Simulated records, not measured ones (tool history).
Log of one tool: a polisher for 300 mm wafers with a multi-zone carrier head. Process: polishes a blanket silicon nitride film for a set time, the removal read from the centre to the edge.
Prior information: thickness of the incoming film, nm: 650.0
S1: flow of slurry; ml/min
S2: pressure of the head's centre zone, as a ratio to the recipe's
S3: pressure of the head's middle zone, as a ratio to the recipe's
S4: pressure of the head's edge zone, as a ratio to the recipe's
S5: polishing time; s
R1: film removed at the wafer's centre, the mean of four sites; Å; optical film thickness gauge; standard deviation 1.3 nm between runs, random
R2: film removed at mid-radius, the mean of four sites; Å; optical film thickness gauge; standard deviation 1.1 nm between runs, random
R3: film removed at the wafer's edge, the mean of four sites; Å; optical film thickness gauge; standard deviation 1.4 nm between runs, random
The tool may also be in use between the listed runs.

run 1 hour=0.0 | S1=290 S2=1.00 S3=1.00 S4=1.00 S5=43 | R1=790.65 R2=795.39 R3=811.39
run 2 hour=7.1 | S1=290 S2=1.00 S3=1.04 S4=1.00 S5=43 | R1=791.93 R2=814.45 R3=801.16
run 3 hour=15.8 | S1=290 S2=0.97 S3=1.04 S4=1.04 S5=47 | R1=843.52 R2=900.98 R3=889.56
run 4 hour=21.2 | S1=290 S2=0.94 S3=1.03 S4=1.07 S5=49 | R1=850.28 R2=944.72 R3=918.40
run 5 hour=24.8 | S1=290 S2=0.94 S3=0.97 S4=1.07 S5=49 | R1=859.37 R2=877.86 R3=928.16
run 6 hour=33.4 | S1=285 S2=0.90 S3=0.97 S4=1.10 S5=52 | R1=873.30 R2=947.36 R3=996.87
run 7 hour=36.5 | S1=285 S2=0.89 S3=0.97 S4=1.12 S5=53 | R1=867.17 R2=965.39 R3=1028.10
run 8 hour=42.1 | S1=290 S2=0.89 S3=0.98 S4=1.14 S5=54 | R1=893.97 R2=990.44 R3=1028.30

What does the tool deliver on the next run?
run 9 hour=48.5 | S1=285 S2=0.88 S3=0.98 S4=1.14 S5=55 | R1=? R2=? R3=?

Run 9 measured R1 915.85 Å, R2 1002.40 Å, R3 1066.40 Å.

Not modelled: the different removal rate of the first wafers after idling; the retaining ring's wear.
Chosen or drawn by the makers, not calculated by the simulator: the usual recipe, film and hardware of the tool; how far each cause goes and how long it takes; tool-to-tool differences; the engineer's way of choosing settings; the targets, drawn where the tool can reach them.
